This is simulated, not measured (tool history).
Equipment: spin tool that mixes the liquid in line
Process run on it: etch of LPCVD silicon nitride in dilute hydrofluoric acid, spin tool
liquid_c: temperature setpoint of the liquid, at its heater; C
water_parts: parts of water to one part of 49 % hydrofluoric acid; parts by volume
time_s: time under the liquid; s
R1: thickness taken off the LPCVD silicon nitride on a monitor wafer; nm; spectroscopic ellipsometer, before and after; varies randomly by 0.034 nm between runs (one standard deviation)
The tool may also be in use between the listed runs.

Run 1, hour 0.0: liquid_c 25.0 C, water_parts 110 parts by volume, time_s 320 s. Result: R1 1.26210 nm.
Run 2, hour 5.6: liquid_c 25.0 C, water_parts 85 parts by volume, time_s 320 s. Result: R1 1.92340 nm.
Run 3, hour 10.1: liquid_c 24.0 C, water_parts 100 parts by volume, time_s 320 s. Result: R1 1.43060 nm.
Run 4, hour 15.9: liquid_c 24.0 C, water_parts 100 parts by volume, time_s 340 s. Result: R1 1.64120 nm.
At hour 22.2: hydrofluoric acid flow meter replaced.
Run 5, hour 22.2: liquid_c 24.0 C, water_parts 120 parts by volume, time_s 340 s. Result: R1 1.18880 nm.
Run 6, hour 29.3: liquid_c 22.5 C, water_parts 120 parts by volume, time_s 340 s. Result: R1 1.13160 nm.
Run 7, hour 35.7: liquid_c 22.5 C, water_parts 130 parts by volume, time_s 335 s. Result: R1 0.96762 nm.
Run 8, hour 40.0: liquid_c 22.5 C, water_parts 135 parts by volume, time_s 335 s. Result: R1 0.92755 nm.
Run 9, hour 46.1: liquid_c 22.5 C, water_parts 140 parts by volume, time_s 335 s. Result: R1 0.96541 nm.

Run 10 is up next; what results do you expect?
Run 10, hour 53.3: liquid_c 22.0 C, water_parts 145 parts by volume, time_s 330 s. Result: R1 ?.

R1: 0.83626 nm

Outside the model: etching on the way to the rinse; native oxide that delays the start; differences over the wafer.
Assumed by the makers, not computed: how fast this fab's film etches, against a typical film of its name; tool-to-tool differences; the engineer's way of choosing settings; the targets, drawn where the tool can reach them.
